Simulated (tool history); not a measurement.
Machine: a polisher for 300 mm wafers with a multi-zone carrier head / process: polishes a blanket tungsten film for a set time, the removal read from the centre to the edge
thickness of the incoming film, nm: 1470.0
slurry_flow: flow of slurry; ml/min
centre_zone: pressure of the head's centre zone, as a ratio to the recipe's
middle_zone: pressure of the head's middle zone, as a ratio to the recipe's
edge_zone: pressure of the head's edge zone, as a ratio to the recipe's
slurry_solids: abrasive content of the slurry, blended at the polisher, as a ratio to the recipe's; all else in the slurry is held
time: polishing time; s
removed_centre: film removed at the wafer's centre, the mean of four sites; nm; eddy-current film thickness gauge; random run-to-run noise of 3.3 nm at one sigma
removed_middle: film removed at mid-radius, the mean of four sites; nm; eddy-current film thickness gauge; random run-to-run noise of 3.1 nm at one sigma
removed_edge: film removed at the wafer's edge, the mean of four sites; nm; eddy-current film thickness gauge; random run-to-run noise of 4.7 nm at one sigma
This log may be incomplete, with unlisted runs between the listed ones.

| run | hour | slurry_flow | centre_zone | middle_zone | edge_zone | slurry_solids | time | removed_centre | removed_middle | removed_edge |
|---|---|---|---|---|---|---|---|---|---|---|
| 1 | 0 | 180 | 1 | 1 | 1 | 1 | 63 | 292.37 | 292.47 | 301.94 |
| 2 | 2 | 180 | 1.08 | 1 | 1 | 1 | 63 | 321.72 | 295.15 | 297.04 |
| 3 | 3.7 | 185 | 1.08 | 1 | 1.03 | 1.1 | 64 | 338.57 | 302.15 | 320.3 |
| 4 | 8.6 | 185 | 1.08 | 1.03 | 1.03 | 1.1 | 64 | 334.48 | 316.49 | 314.91 |
| 5 | 12.7 | 185 | 1.08 | 1.03 | 1.03 | 1.3 | 64 | 347.95 | 327.8 | 336.8 |
| 6 | 21.5 | 195 | 1.08 | 1.04 | 1.05 | 1.35 | 64 | 356.92 | 344.34 | 340.71 |
| 7 | 23.5 | 195 | 1.08 | 1.03 | 1.07 | 1.35 | 65 | 364.53 | 345.17 | 355.52 |
| 8 | 29.9 | 245 | 1.08 | 1.06 | 1.17 | 1.45 | 65 | 382.22 | 369.89 | 372.27 |
| 9 | 33 | 240 | 1.08 | 1.05 | 1.17 | 1.45 | 66 | 389.19 | 376.43 | 388.15 |
| 10 | 41.7 | 240 | 1.08 | 1.04 | 1.17 | 1.45 | 66 | 388.74 | 371.21 | 384.1 |

Expected results for the next run?
| 11 | 48.4 | 240 | 1.08 | 1.04 | 1.17 | 1.45 | 66 | ? | ? | ? |

Run 11 gave removed_centre 388.41 nm, removed_middle 368.58 nm, removed_edge 390.19 nm.
